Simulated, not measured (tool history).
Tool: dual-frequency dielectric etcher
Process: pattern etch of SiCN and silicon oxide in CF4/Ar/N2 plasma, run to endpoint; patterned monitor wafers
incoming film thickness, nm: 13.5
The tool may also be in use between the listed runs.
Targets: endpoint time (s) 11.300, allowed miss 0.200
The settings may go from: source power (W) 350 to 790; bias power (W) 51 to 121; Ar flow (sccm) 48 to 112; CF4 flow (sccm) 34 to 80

Run 1, hour 0.0: source power (W) 570, bias power (W) 86, Ar flow (sccm) 80, CF4 flow (sccm) 57. Result: endpoint time (s) 13.150.
Run 2, hour 3.6: source power (W) 510, bias power (W) 86, Ar flow (sccm) 80, CF4 flow (sccm) 57. Result: endpoint time (s) 14.687.
Run 3, hour 4.7: source power (W) 530, bias power (W) 86, Ar flow (sccm) 80, CF4 flow (sccm) 57. Result: endpoint time (s) 14.134.
Run 4, hour 9.9: source power (W) 530, bias power (W) 74, Ar flow (sccm) 80, CF4 flow (sccm) 57. Result: endpoint time (s) 14.904.
Run 5, hour 11.9: source power (W) 530, bias power (W) 74, Ar flow (sccm) 80, CF4 flow (sccm) 47. Result: endpoint time (s) 15.554.
Run 6, hour 14.8: source power (W) 560, bias power (W) 74, Ar flow (sccm) 80, CF4 flow (sccm) 47. Result: endpoint time (s) 14.812.
Run 7, hour 19.3: source power (W) 580, bias power (W) 74, Ar flow (sccm) 80, CF4 flow (sccm) 47. Result: endpoint time (s) 14.248.
Run 8, hour 22.5: source power (W) 600, bias power (W) 74, Ar flow (sccm) 80, CF4 flow (sccm) 47. Result: endpoint time (s) 13.946.
Run 9, hour 23.3: source power (W) 620, bias power (W) 74, Ar flow (sccm) 80, CF4 flow (sccm) 47. Result: endpoint time (s) 13.459.
Run 10, hour 28.0: source power (W) 640, bias power (W) 74, Ar flow (sccm) 80, CF4 flow (sccm) 47. Result: endpoint time (s) 13.121.
Run 11, hour 30.3: source power (W) 650, bias power (W) 74, Ar flow (sccm) 80, CF4 flow (sccm) 47. Result: endpoint time (s) 12.929.

5 next moves are on the table. One of them brings every result within its allowed miss. Which?
Run A, hour 32.6: source power (W) 560, bias power (W) 69, Ar flow (sccm) 78, CF4 flow (sccm) 48. Result: endpoint time (s) ?.
Run B, hour 32.6: source power (W) 740, bias power (W) 81, Ar flow (sccm) 68, CF4 flow (sccm) 38. Result: endpoint time (s) ?.
Run C, hour 32.6: source power (W) 540, bias power (W) 69, Ar flow (sccm) 85, CF4 flow (sccm) 45. Result: endpoint time (s) ?.
Run D, hour 32.6: source power (W) 620, bias power (W) 55, Ar flow (sccm) 82, CF4 flow (sccm) 46. Result: endpoint time (s) ?.
Run E, hour 32.6: source power (W) 530, bias power (W) 65, Ar flow (sccm) 72, CF4 flow (sccm) 50. Result: endpoint time (s) ?.

move  endpoint time (s)
   A             15.041
   B             11.197
   C             15.936
   D             15.428
   E             15.905
A: further off than the last run
B: meets every target
C: further off than the last run
D: further off than the last run
E: further off than the last run
Answer: B
